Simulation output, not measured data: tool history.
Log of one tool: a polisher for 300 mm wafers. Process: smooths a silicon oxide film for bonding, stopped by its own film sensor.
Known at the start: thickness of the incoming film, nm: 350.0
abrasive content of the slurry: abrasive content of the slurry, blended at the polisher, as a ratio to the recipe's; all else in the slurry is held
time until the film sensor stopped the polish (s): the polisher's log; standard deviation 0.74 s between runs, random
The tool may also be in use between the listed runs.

run,hour,flow of slurry (ml/min),pressure of the wafer on the pad (kPa),speed of the pad under the wafer (m/s),abrasive content of the slurry,target thickness at which the film sensor stops the polish (Å),time until the film sensor stopped the polish (s)
1,0.0,185,18.6,0.86,1.0,3170,36.945
2,5.3,185,17.2,0.86,1.0,3170,39.095
3,9.6,185,15.9,0.86,1.0,3170,41.977
4,10.6,185,15.2,0.86,1.0,3170,43.158
5,14.8,185,14.5,0.86,1.0,3170,45.197
6,18.7,205,14.5,0.86,1.0,3170,43.274
7,23.1,195,13.8,0.86,1.0,3170,46.299

Estimate the outcome of run 8 from the log above:
8,27.1,190,13.8,0.86,1.0,3170,?

{"run 8": {"time until the film sensor stopped the polish (s)": 45.765}}

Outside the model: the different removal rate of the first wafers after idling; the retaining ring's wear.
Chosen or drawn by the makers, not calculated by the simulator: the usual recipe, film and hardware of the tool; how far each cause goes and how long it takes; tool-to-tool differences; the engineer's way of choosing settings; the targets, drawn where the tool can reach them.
